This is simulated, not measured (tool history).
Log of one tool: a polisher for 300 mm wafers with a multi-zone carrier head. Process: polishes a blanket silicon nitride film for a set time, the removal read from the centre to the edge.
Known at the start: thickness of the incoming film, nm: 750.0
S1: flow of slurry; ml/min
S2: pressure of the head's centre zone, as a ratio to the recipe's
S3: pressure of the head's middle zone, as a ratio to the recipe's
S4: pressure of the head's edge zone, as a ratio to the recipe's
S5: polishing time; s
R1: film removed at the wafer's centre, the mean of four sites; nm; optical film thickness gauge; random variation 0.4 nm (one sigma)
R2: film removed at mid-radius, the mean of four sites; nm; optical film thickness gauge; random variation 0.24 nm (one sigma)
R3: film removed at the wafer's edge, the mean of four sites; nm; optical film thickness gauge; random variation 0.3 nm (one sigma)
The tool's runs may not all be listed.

{"run": 1, "hour": 0.0, "S1": 275, "S2": 1.0, "S3": 1.0, "S4": 1.0, "S5": 37, "R1": 60.827, "R2": 59.829, "R3": 59.359}
{"run": 2, "hour": 3.9, "S1": 275, "S2": 1.04, "S3": 1.0, "S4": 1.0, "S5": 37, "R1": 63.085, "R2": 60.516, "R3": 59.873}
{"run": 3, "hour": 6.6, "S1": 310, "S2": 1.04, "S3": 1.0, "S4": 1.0, "S5": 37, "R1": 63.855, "R2": 60.314, "R3": 60.11}
{"run": 4, "hour": 11.3, "S1": 310, "S2": 1.09, "S3": 1.0, "S4": 1.0, "S5": 37, "R1": 67.809, "R2": 60.672, "R3": 59.682}
{"run": 5, "hour": 17.4, "S1": 305, "S2": 1.04, "S3": 0.97, "S4": 1.0, "S5": 34, "R1": 57.566, "R2": 54.247, "R3": 54.968}
{"run": 6, "hour": 23.6, "S1": 305, "S2": 1.02, "S3": 0.94, "S4": 1.01, "S5": 32, "R1": 54.357, "R2": 50.407, "R3": 52.68}
{"run": 7, "hour": 32.0, "S1": 300, "S2": 0.99, "S3": 0.91, "S4": 1.02, "S5": 30, "R1": 49.074, "R2": 44.586, "R3": 49.684}

Run 8 comes next. What will it give?
{"run": 8, "hour": 34.7, "S1": 290, "S2": 0.95, "S3": 0.9, "S4": 1.0, "S5": 29, "R1": "?", "R2": "?", "R3": "?"}

R1: 45.844 nm
R2: 43.158 nm
R3: 47.896 nm

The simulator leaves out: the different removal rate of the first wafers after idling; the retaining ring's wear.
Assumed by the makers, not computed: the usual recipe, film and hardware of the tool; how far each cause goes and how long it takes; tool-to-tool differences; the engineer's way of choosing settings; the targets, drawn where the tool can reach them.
